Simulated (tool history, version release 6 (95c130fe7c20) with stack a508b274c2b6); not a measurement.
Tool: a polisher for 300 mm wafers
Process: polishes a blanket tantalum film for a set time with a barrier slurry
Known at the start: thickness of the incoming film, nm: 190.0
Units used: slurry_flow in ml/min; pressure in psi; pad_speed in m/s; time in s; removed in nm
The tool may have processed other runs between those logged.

| run | hour | slurry_flow | pressure | pad_speed | slurry_solids | time | removed |
|---|---|---|---|---|---|---|---|
| 1 | 0 | 270 | 1.8 | 1.2 | 1 | 54 | 84.609 |
| 2 | 9 | 270 | 1.6 | 1.2 | 1 | 54 | 77.303 |
| 3 | 10.7 | 270 | 1.6 | 1.2 | 1.1 | 54 | 78.077 |
| 4 | 11.3 | 270 | 1.6 | 1.2 | 1.25 | 54 | 80.513 |
| 5 | 12.5 | 270 | 1.6 | 1.2 | 1.25 | 57 | 84.223 |
| 6 | 17.5 | 235 | 1.6 | 1.2 | 1.25 | 57 | 83.105 |

For run 7, what comes out?
| 7 | 24.3 | 235 | 1.6 | 1.2 | 1.25 | 57 | ? |

Logged for run 7: removed 83.745 nm.

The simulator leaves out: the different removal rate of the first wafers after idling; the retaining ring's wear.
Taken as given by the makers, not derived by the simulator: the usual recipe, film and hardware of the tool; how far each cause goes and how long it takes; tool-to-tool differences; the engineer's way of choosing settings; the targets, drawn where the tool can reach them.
